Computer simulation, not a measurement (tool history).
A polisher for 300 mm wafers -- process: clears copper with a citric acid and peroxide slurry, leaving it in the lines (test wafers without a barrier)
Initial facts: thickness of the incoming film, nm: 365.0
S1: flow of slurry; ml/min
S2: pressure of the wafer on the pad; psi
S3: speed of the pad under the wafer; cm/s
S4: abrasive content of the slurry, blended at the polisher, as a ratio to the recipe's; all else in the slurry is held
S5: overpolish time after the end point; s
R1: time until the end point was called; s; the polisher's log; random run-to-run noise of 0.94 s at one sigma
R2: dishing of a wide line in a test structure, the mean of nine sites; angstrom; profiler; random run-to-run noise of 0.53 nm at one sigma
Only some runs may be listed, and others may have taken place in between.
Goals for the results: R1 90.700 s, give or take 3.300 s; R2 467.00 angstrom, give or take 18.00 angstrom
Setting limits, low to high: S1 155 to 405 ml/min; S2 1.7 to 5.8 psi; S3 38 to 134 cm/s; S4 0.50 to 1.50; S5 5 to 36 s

run	hour	S1	S2	S3	S4	S5	R1	R2
1	0.0	260	3.7	86	1.00	18	152.760	268.64
2	6.4	260	3.7	86	1.20	18	144.010	276.77
3	12.3	260	3.7	86	1.05	18	151.080	264.53
4	20.1	260	3.7	86	0.95	18	152.480	262.45
5	26.8	260	3.7	86	0.95	24	156.280	314.65
6	33.6	260	4.1	86	0.95	24	140.670	351.47
7	39.3	260	4.4	86	0.95	23	128.900	359.07
8	44.1	260	4.7	86	0.95	23	121.800	375.65
9	48.5	260	4.9	86	0.95	23	116.090	373.22
10	50.4	265	5.8	88	0.95	25	97.812	449.67
11	58.9	265	5.8	90	0.95	25	94.081	449.98

Consider the 5 candidate settings below. Which is the only one whose results all fall within their allowed miss of target?
A	67.4	195	5.8	94	1.10	25	?	?
B	67.4	270	5.3	104	0.80	22	?	?
C	67.4	255	5.8	88	0.85	27	?	?
D	67.4	205	5.8	114	0.55	22	?	?
E	67.4	270	5.8	102	0.90	21	?	?

move	R1	R2
A	89.142	464.99
B	92.353	422.06
C	98.549	459.31
D	88.157	435.49
E	83.531	437.52
A: hits every target within its allowed miss
B: brings the last run's worst result on target, with another outside its allowed miss
C: moves away from the targets compared with the last run
D: brings the last run's worst result on target, with another outside its allowed miss
E: takes the biggest miss from the last run beyond its target
The right move is A.
